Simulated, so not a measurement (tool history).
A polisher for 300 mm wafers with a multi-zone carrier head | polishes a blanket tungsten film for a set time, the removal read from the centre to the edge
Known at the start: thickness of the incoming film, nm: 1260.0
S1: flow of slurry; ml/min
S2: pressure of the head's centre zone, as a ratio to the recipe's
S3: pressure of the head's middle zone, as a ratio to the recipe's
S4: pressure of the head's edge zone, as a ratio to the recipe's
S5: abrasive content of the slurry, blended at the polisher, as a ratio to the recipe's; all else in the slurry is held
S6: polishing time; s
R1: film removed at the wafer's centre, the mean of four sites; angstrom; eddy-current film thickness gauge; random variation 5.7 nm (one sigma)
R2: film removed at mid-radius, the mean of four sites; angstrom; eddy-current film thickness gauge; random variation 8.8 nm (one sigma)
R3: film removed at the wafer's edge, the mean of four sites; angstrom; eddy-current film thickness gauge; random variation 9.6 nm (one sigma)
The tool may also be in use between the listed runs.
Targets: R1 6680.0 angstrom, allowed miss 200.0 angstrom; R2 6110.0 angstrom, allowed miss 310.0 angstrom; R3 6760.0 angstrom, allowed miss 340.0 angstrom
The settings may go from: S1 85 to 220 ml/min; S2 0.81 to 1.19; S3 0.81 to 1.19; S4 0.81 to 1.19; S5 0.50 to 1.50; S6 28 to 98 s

run,day,S1,S2,S3,S4,S5,S6,R1,R2,R3
1,0.000,140,1.00,1.00,1.00,1.00,63,5369.6,5186.8,5215.3
2,0.250,140,1.00,1.00,1.03,1.00,63,5365.8,5071.5,5267.0
3,0.608,140,1.00,1.03,1.03,1.00,63,5297.6,5242.7,5380.6
4,0.817,145,1.01,1.04,1.04,1.00,63,5472.5,5238.7,5492.1
5,1.033,150,1.01,1.05,1.05,1.00,63,5509.5,5391.2,5471.6
6,1.183,150,0.92,1.05,1.05,1.00,63,4996.4,5463.9,5362.7
7,1.396,155,0.93,1.05,1.06,1.05,63,5203.1,5430.2,5453.6
8,1.621,155,0.94,1.06,1.07,1.05,63,5349.4,5470.8,5428.4
9,1.967,155,0.95,1.06,1.08,1.05,64,5384.1,5707.9,5628.5
10,2.025,155,0.96,1.05,1.09,1.05,65,5501.5,5631.8,5783.3

Which of these 4 next moves meets every target?
A,2.083,120,1.05,1.01,1.18,1.05,77,?,?,?
B,2.083,220,1.19,1.12,0.82,1.45,52,?,?,?
C,2.083,160,0.87,1.07,1.18,0.95,73,?,?,?
D,2.083,90,0.81,1.05,1.19,0.75,88,?,?,?

move,R1,R2,R3
A,6685.1,6063.8,6828.6
B,6369.8,5475.7,4935.0
C,5502.9,6285.5,6601.6
D,4838.0,5980.4,6720.1
A: meets every target
B: nearer than the last run, and not there yet
C: as far off as the last run
D: further off than the last run
Move A is the one to make.
